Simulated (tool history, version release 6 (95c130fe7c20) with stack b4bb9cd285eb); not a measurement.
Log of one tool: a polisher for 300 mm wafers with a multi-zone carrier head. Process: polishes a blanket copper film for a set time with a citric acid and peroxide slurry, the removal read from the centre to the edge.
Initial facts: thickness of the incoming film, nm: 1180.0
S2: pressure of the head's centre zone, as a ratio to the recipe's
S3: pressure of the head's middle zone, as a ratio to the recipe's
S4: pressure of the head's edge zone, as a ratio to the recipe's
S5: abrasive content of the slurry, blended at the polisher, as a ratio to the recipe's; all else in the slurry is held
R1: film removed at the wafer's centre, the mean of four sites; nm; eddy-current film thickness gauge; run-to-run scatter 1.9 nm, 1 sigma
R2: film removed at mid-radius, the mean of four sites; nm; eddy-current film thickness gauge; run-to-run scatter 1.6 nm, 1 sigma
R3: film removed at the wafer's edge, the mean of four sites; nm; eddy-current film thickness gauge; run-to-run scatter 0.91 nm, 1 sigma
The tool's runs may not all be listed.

{"run": 1, "day": 0.0, "flow of slurry (ml/min)": 150, "S2": 1, "S3": 1, "S4": 1, "S5": 1, "polishing time (s)": 60, "R1": 207.89, "R2": 206.5, "R3": 209.31}
{"run": 2, "day": 0.375, "flow of slurry (ml/min)": 145, "S2": 1.02, "S3": 0.99, "S4": 0.96, "S5": 0.85, "polishing time (s)": 53, "R1": 182.09, "R2": 173.03, "R3": 175.76}
{"run": 3, "day": 0.612, "flow of slurry (ml/min)": 145, "S2": 1.03, "S3": 0.99, "S4": 0.93, "S5": 0.75, "polishing time (s)": 48, "R1": 159.59, "R2": 152.16, "R3": 152.36}
{"run": 4, "day": 0.7, "flow of slurry (ml/min)": 145, "S2": 1.03, "S3": 1.02, "S4": 0.93, "S5": 0.75, "polishing time (s)": 48, "R1": 160.27, "R2": 156.08, "R3": 151.75}
{"run": 5, "day": 0.825, "flow of slurry (ml/min)": 140, "S2": 1.04, "S3": 1.01, "S4": 0.9, "S5": 0.7, "polishing time (s)": 46, "R1": 155.42, "R2": 144.09, "R3": 143.65}
{"run": 6, "day": 1.112, "flow of slurry (ml/min)": 140, "S2": 1.04, "S3": 1.01, "S4": 0.9, "S5": 0.85, "polishing time (s)": 46, "R1": 161.86, "R2": 152.32, "R3": 148.2}

Run 7 comes next. What will it give?
{"run": 7, "day": 1.267, "flow of slurry (ml/min)": 135, "S2": 1.05, "S3": 1.01, "S4": 0.88, "S5": 0.75, "polishing time (s)": 44, "R1": "?", "R2": "?", "R3": "?"}

{"run 7": {"R1": 149.08, "R2": 139.94, "R3": 135.65}}
